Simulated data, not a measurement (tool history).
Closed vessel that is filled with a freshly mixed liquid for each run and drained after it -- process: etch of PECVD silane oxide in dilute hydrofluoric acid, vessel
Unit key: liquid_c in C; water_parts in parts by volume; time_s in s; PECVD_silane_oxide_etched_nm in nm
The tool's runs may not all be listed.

| run | day | liquid_c | water_parts | time_s | PECVD_silane_oxide_etched_nm |
|---|---|---|---|---|---|
| 1 | 0.000 | 25.0 | 220 | 360 | 31.453 |
| 2 | 0.033 | 27.0 | 220 | 360 | 34.032 |
| 3 | 0.150 | 27.0 | 220 | 385 | 36.885 |
| 4 | 0.308 | 24.5 | 220 | 385 | 33.568 |
| 5 | 0.625 | 22.5 | 235 | 385 | 28.739 |
| 6 | 0.938 | 26.0 | 235 | 385 | 32.069 |
| 7 | 1.092 | 23.5 | 245 | 385 | 28.242 |

What will run 8 give?
| 8 | 1.258 | 21.5 | 255 | 385 | ? |

PECVD_silane_oxide_etched_nm: 25.027 nm
